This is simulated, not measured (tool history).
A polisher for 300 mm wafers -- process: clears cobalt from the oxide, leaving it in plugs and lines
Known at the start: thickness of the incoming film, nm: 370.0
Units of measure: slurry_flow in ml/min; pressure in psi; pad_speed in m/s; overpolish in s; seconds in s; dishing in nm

| run | hour | slurry_flow | pressure | pad_speed | overpolish | seconds | dishing |
|---|---|---|---|---|---|---|---|
| 1 | 0 | 160 | 1.9 | 1.2 | 17 | 55.265 | 42.364 |
| 2 | 8.6 | 160 | 1.9 | 1.46 | 17 | 46.134 | 42.602 |
| 3 | 14.4 | 160 | 1.9 | 1.46 | 12 | 46.184 | 38.862 |
| 4 | 22.1 | 160 | 1.9 | 1.46 | 18 | 46.48 | 43.283 |
| 5 | 29.5 | 160 | 1.6 | 1.46 | 18 | 51.809 | 42.7 |
| 6 | 33 | 160 | 1.2 | 1.46 | 18 | 60.351 | 41.441 |
| 7 | 41.6 | 160 | 1.4 | 1.48 | 18 | 54.543 | 42.861 |
| 8 | 48.6 | 160 | 1.5 | 1.48 | 18 | 53.678 | 41.588 |
| 9 | 51.1 | 160 | 1.6 | 1.48 | 19 | 51.347 | 45.273 |
| 10 | 59.4 | 160 | 1.7 | 1.48 | 19 | 49.104 | 43.876 |

Forecast run 11:
| 11 | 60.3 | 160 | 1.8 | 1.48 | 19 | ? | ? |

Run 11 measured seconds 47.966 s, dishing 43.712 nm.
